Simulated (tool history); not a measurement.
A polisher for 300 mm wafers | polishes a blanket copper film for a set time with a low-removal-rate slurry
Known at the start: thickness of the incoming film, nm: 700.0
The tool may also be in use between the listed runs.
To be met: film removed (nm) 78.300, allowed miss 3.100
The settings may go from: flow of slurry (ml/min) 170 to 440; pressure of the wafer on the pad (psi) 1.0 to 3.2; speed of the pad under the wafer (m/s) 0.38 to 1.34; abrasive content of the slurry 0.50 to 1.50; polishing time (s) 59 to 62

run  hour  flow of slurry (ml/min)  pressure of the wafer on the pad (psi)  speed of the pad under the wafer (m/s)  abrasive content of the slurry  polishing time (s)  film removed (nm)
  1   0.0                      280                                     2.1                                    0.86                            1.00                  59            105.480
  2   1.1                      280                                     2.1                                    0.86                            1.00                  59            103.910
  3   4.4                      280                                     2.1                                    0.78                            1.00                  59             98.249
  4   9.0                      280                                     2.1                                    0.78                            1.00                  62            102.050
  5  12.1                      280                                     2.1                                    0.78                            1.15                  62            104.940
  6  15.0                      280                                     2.0                                    0.78                            1.15                  62            100.730
  7  21.5                      280                                     1.9                                    0.78                            1.15                  62             95.922
  8  26.3                      280                                     1.4                                    0.76                            1.15                  62             69.399
  9  33.4                      280                                     1.5                                    0.76                            1.15                  62             73.221
 10  34.7                      280                                     1.7                                    0.76                            1.15                  62             83.317

4 next moves are on the table. One of them brings every result within its allowed miss. Which?
  A  36.0                      265                                     2.1                                    0.60                            1.20                  62                  ?
  B  36.0                      270                                     1.9                                    0.76                            1.30                  60                  ?
  C  36.0                      195                                     2.0                                    0.60                            1.20                  62                  ?
  D  36.0                      310                                     1.9                                    0.76                            1.15                  59                  ?

move  film removed (nm)
   A             85.029
   B             91.758
   C             78.606
   D             89.205
A: further off than the last run
B: further off than the last run
C: meets every target
D: further off than the last run
Move C is the one to make.

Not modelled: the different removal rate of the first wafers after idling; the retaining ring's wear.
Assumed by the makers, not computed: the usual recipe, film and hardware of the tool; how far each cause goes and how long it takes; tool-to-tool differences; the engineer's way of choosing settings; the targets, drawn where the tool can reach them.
